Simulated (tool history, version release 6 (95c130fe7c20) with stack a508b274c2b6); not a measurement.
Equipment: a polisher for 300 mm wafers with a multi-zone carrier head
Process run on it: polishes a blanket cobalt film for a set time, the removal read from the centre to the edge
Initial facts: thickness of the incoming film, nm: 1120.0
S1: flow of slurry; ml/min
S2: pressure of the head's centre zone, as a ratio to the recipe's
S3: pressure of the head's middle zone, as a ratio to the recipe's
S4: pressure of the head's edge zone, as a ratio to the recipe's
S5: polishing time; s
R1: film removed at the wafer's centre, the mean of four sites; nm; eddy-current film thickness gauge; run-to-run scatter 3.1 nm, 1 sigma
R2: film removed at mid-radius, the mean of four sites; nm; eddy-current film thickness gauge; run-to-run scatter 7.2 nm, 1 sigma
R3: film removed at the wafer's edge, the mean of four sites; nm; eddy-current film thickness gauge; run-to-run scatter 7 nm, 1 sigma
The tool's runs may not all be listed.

run,hour,S1,S2,S3,S4,S5,R1,R2,R3
1,0,140,1,1,1,60,341.26,341.17,329.11
2,1,140,1,1.06,1,60,340.66,354.17,326.91
3,7.7,140,1,1.06,0.94,60,341.21,353.59,321.95
4,15.7,140,1,1.06,0.99,60,337.97,342.87,331.44
5,22,165,1,1.06,0.99,60,345.67,349.93,340.76
6,26.1,165,1,1.02,0.99,60,344.45,349.31,337.44
7,27.8,165,1,1.02,0.99,60,351.61,347.74,332.07
8,30.8,155,1.01,1.05,1.03,66,381.4,384.04,377.91
9,35.6,155,1.01,1.07,1.05,70,407.99,413.85,395.52

Run 10, settings as shown, results not yet in. Your forecast:
10,37.2,155,1.01,1.07,1.05,70,?,?,?

{"run 10": {"R1": 405.71, "R2": 422.84, "R3": 393.63}}

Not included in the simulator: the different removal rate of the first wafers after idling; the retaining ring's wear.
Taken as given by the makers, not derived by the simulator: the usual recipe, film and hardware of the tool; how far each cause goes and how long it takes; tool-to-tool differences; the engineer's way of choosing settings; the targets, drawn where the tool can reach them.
